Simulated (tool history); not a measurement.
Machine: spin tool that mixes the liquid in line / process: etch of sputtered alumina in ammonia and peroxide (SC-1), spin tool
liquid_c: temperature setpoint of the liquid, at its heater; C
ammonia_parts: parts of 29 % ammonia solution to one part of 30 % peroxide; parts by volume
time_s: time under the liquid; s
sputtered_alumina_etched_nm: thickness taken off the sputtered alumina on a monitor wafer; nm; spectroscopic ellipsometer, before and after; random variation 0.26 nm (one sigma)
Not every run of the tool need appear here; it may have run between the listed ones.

| run | hour | liquid_c | ammonia_parts | time_s | sputtered_alumina_etched_nm |
|---|---|---|---|---|---|
| 1 | 0 | 56 | 0.5 | 310 | 20.95 |
| 2 | 5.5 | 56 | 0.5 | 310 | 20.653 |
| 3 | 12.5 | 57 | 0.5 | 310 | 21.747 |
| 4 | 18.6 | 57 | 0.5 | 330 | 23.236 |
| 5 | 22.1 | 58 | 0.5 | 330 | 24.344 |
| 6 | 30 | 59 | 0.5 | 330 | 26.028 |
| 7 | 37.1 | 59.5 | 0.5 | 330 | 26.633 |
| 8 | 40.4 | 60 | 0.5 | 330 | 27.147 |

Run 9 has not been measured yet. What should we expect?
| 9 | 49 | 60.5 | 0.5 | 330 | ? |

{"run 9": {"sputtered_alumina_etched_nm": 27.893}}
